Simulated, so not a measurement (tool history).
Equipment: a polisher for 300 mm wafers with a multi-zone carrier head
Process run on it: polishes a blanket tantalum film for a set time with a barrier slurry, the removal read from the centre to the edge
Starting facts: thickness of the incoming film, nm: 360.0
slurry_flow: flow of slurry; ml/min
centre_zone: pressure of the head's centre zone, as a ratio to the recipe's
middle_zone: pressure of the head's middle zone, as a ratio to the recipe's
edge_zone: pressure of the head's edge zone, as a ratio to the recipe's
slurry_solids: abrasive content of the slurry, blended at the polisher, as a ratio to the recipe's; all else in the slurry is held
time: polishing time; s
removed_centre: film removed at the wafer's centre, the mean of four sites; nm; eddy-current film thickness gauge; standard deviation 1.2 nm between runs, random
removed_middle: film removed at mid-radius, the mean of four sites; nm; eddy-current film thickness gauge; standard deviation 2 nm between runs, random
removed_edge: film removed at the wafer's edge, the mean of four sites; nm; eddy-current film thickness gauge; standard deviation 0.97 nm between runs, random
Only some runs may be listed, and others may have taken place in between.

run,day,slurry_flow,centre_zone,middle_zone,edge_zone,slurry_solids,time,removed_centre,removed_middle,removed_edge
1,0.000,170,1.00,1.00,1.00,1.00,58,125.280,128.800,129.52
2,0.267,170,1.00,1.00,1.00,1.00,45,96.079,97.569,100.10
3,0.312,170,1.00,1.05,1.00,1.00,45,96.695,103.720,100.16
4,0.571,185,1.04,1.08,1.05,1.15,47,112.410,118.230,112.92
5,0.825,185,1.04,1.08,1.05,1.15,61,146.520,151.810,145.52
6,0.900,200,1.05,1.08,1.05,1.15,61,147.220,155.470,147.45
7,1.138,205,1.07,1.08,1.05,1.15,61,152.270,154.690,147.55

Estimate the outcome of run 8 from the log above:
8,1.408,210,1.08,1.09,1.05,1.15,61,?,?,?

{"run 8": {"removed_centre": 154.83, "removed_middle": 159.04, "removed_edge": 149.85}}

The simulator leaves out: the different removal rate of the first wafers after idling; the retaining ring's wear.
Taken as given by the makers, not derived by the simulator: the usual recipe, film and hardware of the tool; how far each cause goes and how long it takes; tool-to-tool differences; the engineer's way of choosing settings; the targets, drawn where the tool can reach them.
